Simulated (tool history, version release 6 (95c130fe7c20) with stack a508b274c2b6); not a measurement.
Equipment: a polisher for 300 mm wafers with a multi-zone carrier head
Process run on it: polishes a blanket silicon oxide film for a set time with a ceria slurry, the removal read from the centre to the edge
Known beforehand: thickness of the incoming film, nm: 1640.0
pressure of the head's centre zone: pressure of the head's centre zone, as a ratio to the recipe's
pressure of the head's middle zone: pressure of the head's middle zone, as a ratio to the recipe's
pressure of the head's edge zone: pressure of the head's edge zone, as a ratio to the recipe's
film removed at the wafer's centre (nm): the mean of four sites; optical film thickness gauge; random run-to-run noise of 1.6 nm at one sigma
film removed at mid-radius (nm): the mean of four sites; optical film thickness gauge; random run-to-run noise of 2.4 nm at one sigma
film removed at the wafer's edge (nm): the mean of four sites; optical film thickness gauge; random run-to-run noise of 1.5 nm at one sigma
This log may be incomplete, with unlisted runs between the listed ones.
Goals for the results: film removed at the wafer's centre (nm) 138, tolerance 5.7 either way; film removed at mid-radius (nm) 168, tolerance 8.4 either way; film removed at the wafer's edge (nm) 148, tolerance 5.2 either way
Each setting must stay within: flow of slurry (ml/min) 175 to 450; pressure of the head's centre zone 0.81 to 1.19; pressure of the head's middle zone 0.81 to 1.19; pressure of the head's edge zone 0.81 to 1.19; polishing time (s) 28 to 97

run	hour	flow of slurry (ml/min)	pressure of the head's centre zone	pressure of the head's middle zone	pressure of the head's edge zone	polishing time (s)	film removed at the wafer's centre (nm)	film removed at mid-radius (nm)	film removed at the wafer's edge (nm)
1	0	290	1	1	1	62	238.7	236.99	243.51
2	8.8	290	1	1	1	51	193.83	186.62	202.98
3	12.2	290	1	0.95	1	51	191.71	184.71	199.59
4	18	310	0.96	1.03	0.94	46	168.98	179.16	172.21
5	23.5	335	0.96	1.03	0.94	46	167.25	182.74	177.49
6	30.6	320	0.92	1.02	0.91	45	158.6	171.86	168.73
7	39.1	320	0.92	1.02	0.91	45	155.05	172.29	167.69
8	42.2	310	0.9	1.03	0.88	45	153.72	176.43	163.43
9	43.6	310	0.88	1.03	0.86	44	144.42	168.04	160.6
10	46.3	300	0.91	1.12	0.81	40	138.38	162.24	142.44
11	47.3	305	0.9	1.12	0.82	40	138.06	164.12	143.96

Pick the move, out of 5, that brings all results within their allowed miss; only one does.
A	48.3	415	0.95	1.12	0.81	40	?	?	?
B	48.3	300	0.93	0.99	0.89	41	?	?	?
C	48.3	240	0.93	1.19	0.81	39	?	?	?
D	48.3	285	0.97	1.06	0.81	39	?	?	?
E	48.3	295	0.89	1.11	0.87	41	?	?	?

move	film removed at the wafer's centre (nm)	film removed at mid-radius (nm)	film removed at the wafer's edge (nm)
A	148.59	167.31	143.62
B	145.14	150.59	150.87
C	135.03	164.13	135.04
D	142.89	151.08	137
E	139.26	165.77	148.91
A: the furthest-off result lands on target, but another misses its tolerance
B: the furthest-off result lands on target, but another misses its tolerance
C: moves away from the targets compared with the last run
D: moves away from the targets compared with the last run
E: every result within its allowed miss
E meets every target.

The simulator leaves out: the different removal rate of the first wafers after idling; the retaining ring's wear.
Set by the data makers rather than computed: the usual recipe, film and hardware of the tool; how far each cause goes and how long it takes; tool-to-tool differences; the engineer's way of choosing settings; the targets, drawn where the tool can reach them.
